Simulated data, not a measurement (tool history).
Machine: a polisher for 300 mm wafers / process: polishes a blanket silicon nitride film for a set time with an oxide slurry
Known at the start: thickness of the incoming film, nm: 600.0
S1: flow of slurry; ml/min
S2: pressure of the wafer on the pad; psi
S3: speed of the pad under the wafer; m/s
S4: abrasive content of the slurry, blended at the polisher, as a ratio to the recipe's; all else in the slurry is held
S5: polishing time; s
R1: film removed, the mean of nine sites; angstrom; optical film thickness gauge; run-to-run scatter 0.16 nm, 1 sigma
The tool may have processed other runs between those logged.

run	hour	S1	S2	S3	S4	S5	R1
1	0	165	2.8	1.36	1	53	328.48
2	5.6	165	2.8	1.36	1	53	322.9
3	13.6	165	2.8	1.06	1	53	268.87
4	17.3	160	2.7	1.06	1	53	256.35
5	19.8	160	2.7	1.22	1	53	289.22
6	23.7	160	2.6	1.22	1	53	276.39

What does the tool deliver on the next run?
7	31.6	155	2.5	1.22	1	53	?

R1: 268.84 angstrom

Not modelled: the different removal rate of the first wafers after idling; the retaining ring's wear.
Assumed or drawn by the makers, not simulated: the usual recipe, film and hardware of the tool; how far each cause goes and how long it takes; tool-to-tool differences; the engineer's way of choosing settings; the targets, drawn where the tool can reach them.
